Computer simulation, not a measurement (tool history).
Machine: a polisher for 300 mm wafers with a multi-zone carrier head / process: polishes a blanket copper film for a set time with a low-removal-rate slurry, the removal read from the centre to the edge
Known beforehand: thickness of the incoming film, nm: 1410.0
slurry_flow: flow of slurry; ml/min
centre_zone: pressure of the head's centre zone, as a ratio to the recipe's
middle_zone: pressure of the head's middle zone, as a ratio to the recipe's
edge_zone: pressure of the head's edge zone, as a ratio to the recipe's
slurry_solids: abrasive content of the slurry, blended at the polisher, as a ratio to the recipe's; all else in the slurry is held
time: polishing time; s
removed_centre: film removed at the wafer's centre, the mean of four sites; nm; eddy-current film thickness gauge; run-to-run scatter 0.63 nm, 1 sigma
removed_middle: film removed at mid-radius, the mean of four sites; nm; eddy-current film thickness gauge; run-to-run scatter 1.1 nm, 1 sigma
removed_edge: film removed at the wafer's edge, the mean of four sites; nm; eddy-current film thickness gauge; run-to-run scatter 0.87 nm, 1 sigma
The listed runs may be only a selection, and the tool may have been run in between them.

{"run": 1, "hour": 0.0, "slurry_flow": 160, "centre_zone": 1.0, "middle_zone": 1.0, "edge_zone": 1.0, "slurry_solids": 1.0, "time": 54, "removed_centre": 189.83, "removed_middle": 189.61, "removed_edge": 181.94}
{"run": 2, "hour": 6.8, "slurry_flow": 150, "centre_zone": 0.97, "middle_zone": 0.97, "edge_zone": 1.0, "slurry_solids": 0.9, "time": 52, "removed_centre": 171.54, "removed_middle": 169.22, "removed_edge": 168.38}
{"run": 3, "hour": 8.2, "slurry_flow": 150, "centre_zone": 0.97, "middle_zone": 0.97, "edge_zone": 1.08, "slurry_solids": 0.9, "time": 52, "removed_centre": 171.88, "removed_middle": 174.89, "removed_edge": 178.36}
{"run": 4, "hour": 14.6, "slurry_flow": 145, "centre_zone": 0.95, "middle_zone": 0.95, "edge_zone": 1.08, "slurry_solids": 0.85, "time": 50, "removed_centre": 159.21, "removed_middle": 157.68, "removed_edge": 167.59}
{"run": 5, "hour": 15.5, "slurry_flow": 140, "centre_zone": 0.93, "middle_zone": 0.95, "edge_zone": 1.08, "slurry_solids": 0.8, "time": 48, "removed_centre": 146.85, "removed_middle": 154.52, "removed_edge": 157.1}
{"run": 6, "hour": 19.6, "slurry_flow": 140, "centre_zone": 0.93, "middle_zone": 0.95, "edge_zone": 1.14, "slurry_solids": 0.8, "time": 48, "removed_centre": 147.04, "removed_middle": 154.33, "removed_edge": 162.31}
{"run": 7, "hour": 25.0, "slurry_flow": 135, "centre_zone": 0.91, "middle_zone": 0.93, "edge_zone": 1.14, "slurry_solids": 0.75, "time": 47, "removed_centre": 140.29, "removed_middle": 142.35, "removed_edge": 154.79}
{"run": 8, "hour": 27.4, "slurry_flow": 130, "centre_zone": 0.89, "middle_zone": 0.92, "edge_zone": 1.15, "slurry_solids": 0.7, "time": 46, "removed_centre": 132.04, "removed_middle": 136.28, "removed_edge": 150.65}
{"run": 9, "hour": 35.4, "slurry_flow": 130, "centre_zone": 0.89, "middle_zone": 0.92, "edge_zone": 1.15, "slurry_solids": 0.7, "time": 46, "removed_centre": 132.93, "removed_middle": 135.88, "removed_edge": 151.81}
{"run": 10, "hour": 42.7, "slurry_flow": 125, "centre_zone": 0.88, "middle_zone": 0.92, "edge_zone": 1.15, "slurry_solids": 0.65, "time": 45, "removed_centre": 125.02, "removed_middle": 128.19, "removed_edge": 145.59}
{"run": 11, "hour": 47.9, "slurry_flow": 120, "centre_zone": 0.87, "middle_zone": 0.92, "edge_zone": 1.13, "slurry_solids": 0.65, "time": 44, "removed_centre": 121.54, "removed_middle": 125.78, "removed_edge": 139.65}
{"run": 12, "hour": 53.9, "slurry_flow": 115, "centre_zone": 0.86, "middle_zone": 0.92, "edge_zone": 1.13, "slurry_solids": 0.65, "time": 43, "removed_centre": 114.89, "removed_middle": 124.26, "removed_edge": 135.81}
{"run": 13, "hour": 56.2, "slurry_flow": 110, "centre_zone": 0.85, "middle_zone": 0.91, "edge_zone": 1.12, "slurry_solids": 0.65, "time": 43, "removed_centre": 114.92, "removed_middle": 122.43, "removed_edge": 133.63}
{"run": 14, "hour": 61.8, "slurry_flow": 110, "centre_zone": 0.84, "middle_zone": 0.9, "edge_zone": 1.12, "slurry_solids": 0.65, "time": 42, "removed_centre": 111.0, "removed_middle": 118.01, "removed_edge": 131.36}
{"run": 15, "hour": 70.3, "slurry_flow": 100, "centre_zone": 0.82, "middle_zone": 0.88, "edge_zone": 1.12, "slurry_solids": 0.55, "time": 41, "removed_centre": 101.78, "removed_middle": 108.22, "removed_edge": 123.36}
{"run": 16, "hour": 74.5, "slurry_flow": 100, "centre_zone": 0.82, "middle_zone": 0.88, "edge_zone": 1.12, "slurry_solids": 0.55, "time": 41, "removed_centre": 99.959, "removed_middle": 106.42, "removed_edge": 122.75}
{"run": 17, "hour": 81.0, "slurry_flow": 100, "centre_zone": 0.82, "middle_zone": 0.88, "edge_zone": 1.11, "slurry_solids": 0.55, "time": 41, "removed_centre": 101.38, "removed_middle": 106.64, "removed_edge": 122.82}
{"run": 18, "hour": 85.0, "slurry_flow": 100, "centre_zone": 0.82, "middle_zone": 0.88, "edge_zone": 1.11, "slurry_solids": 0.55, "time": 41, "removed_centre": 100.64, "removed_middle": 107.28, "removed_edge": 124.37}
{"run": 19, "hour": 93.0, "slurry_flow": 100, "centre_zone": 0.82, "middle_zone": 0.88, "edge_zone": 1.1, "slurry_solids": 0.55, "time": 41, "removed_centre": 100.95, "removed_middle": 108.35, "removed_edge": 122.27}

Estimate the outcome of run 20 from the log above:
{"run": 20, "hour": 94.8, "slurry_flow": 100, "centre_zone": 0.82, "middle_zone": 0.87, "edge_zone": 1.1, "slurry_solids": 0.55, "time": 41, "removed_centre": "?", "removed_middle": "?", "removed_edge": "?"}

removed_centre: 101.970 nm
removed_middle: 103.41 nm
removed_edge: 121.06 nm
